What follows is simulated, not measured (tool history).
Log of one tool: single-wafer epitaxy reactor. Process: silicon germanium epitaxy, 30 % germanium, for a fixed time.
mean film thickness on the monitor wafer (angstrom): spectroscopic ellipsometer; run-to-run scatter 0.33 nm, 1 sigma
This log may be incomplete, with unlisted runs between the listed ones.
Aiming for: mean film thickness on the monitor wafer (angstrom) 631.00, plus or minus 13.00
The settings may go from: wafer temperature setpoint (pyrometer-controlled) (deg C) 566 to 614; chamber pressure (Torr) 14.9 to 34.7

run	hour	wafer temperature setpoint (pyrometer-controlled) (deg C)	chamber pressure (Torr)	mean film thickness on the monitor wafer (angstrom)
1	0.0	590	24.8	553.18
2	0.5	592	24.8	572.95
3	3.0	600	24.8	650.23
4	9.4	608	24.8	734.66
5	15.4	606	24.7	710.82
6	17.1	614	24.7	805.37
7	25.7	610	24.6	752.01
8	31.6	607	24.5	717.91
9	38.6	605	24.4	695.82
10	42.8	603	24.4	672.46
11	49.4	602	24.4	671.18
12	55.7	601	24.4	649.30

Next run, 5 choices. One meets every target within its allowed miss, the rest don't. Which?
A	62.0	600	27.2	?
B	62.0	604	24.8	?
C	62.0	598	25.1	?
D	62.0	600	25.7	?
E	62.0	600	26.0	?

move	mean film thickness on the monitor wafer (angstrom)
A	689.06
B	697.40
C	637.63
D	667.49
E	671.89
A: misses by more than the last run did
B: misses by more than the last run did
C: all results in spec
D: misses by more than the last run did
E: misses by more than the last run did
Go with C: it meets all targets.

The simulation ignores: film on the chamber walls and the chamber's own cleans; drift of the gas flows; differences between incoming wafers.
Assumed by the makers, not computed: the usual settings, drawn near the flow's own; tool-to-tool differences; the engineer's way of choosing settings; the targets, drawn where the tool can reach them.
